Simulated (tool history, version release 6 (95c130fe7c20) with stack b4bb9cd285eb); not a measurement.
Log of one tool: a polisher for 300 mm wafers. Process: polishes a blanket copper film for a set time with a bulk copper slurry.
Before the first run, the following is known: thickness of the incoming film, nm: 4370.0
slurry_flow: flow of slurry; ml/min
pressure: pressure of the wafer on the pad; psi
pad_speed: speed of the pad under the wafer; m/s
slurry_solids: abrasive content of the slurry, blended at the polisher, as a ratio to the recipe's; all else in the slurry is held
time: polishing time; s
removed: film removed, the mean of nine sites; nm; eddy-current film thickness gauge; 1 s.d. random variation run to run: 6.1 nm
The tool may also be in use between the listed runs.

run,hour,slurry_flow,pressure,pad_speed,slurry_solids,time,removed
1,0,315,2.4,1.14,1,78,793.43
2,5.9,255,2.4,1.14,1,78,767.47
3,7.8,315,2.4,1.14,1,78,806.84
4,10.1,315,2.4,1.14,1,78,778.53
5,12.9,315,2.2,1.12,1,78,728.07
6,18.5,315,2.2,1.12,1,82,750.11

Expected results for the next run?
7,20.2,315,2,1.1,1,82,?

Logged for run 7: removed 721.38 nm.
